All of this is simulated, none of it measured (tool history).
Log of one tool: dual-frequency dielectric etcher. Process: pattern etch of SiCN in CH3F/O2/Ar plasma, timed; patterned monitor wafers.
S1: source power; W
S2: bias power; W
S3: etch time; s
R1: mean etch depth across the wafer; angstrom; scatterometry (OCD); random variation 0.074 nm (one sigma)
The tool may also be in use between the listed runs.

run 1 day=0.000 | S1=390 S2=97 S3=48.5 | R1=197.46
run 2 day=0.325 | S1=390 S2=97 S3=45.0 | R1=183.85
run 3 day=0.425 | S1=390 S2=97 S3=45.0 | R1=182.78
run 4 day=0.621 | S1=390 S2=112 S3=45.0 | R1=194.41
run 5 day=0.788 | S1=390 S2=112 S3=45.0 | R1=192.73
run 6 day=1.058 | S1=390 S2=103 S3=45.0 | R1=186.80
run 7 day=1.292 | S1=370 S2=102 S3=45.0 | R1=183.14

Run 8 comes next. What will it give?
run 8 day=1.562 | S1=350 S2=101 S3=45.0 | R1=?

R1: 180.05 angstrom

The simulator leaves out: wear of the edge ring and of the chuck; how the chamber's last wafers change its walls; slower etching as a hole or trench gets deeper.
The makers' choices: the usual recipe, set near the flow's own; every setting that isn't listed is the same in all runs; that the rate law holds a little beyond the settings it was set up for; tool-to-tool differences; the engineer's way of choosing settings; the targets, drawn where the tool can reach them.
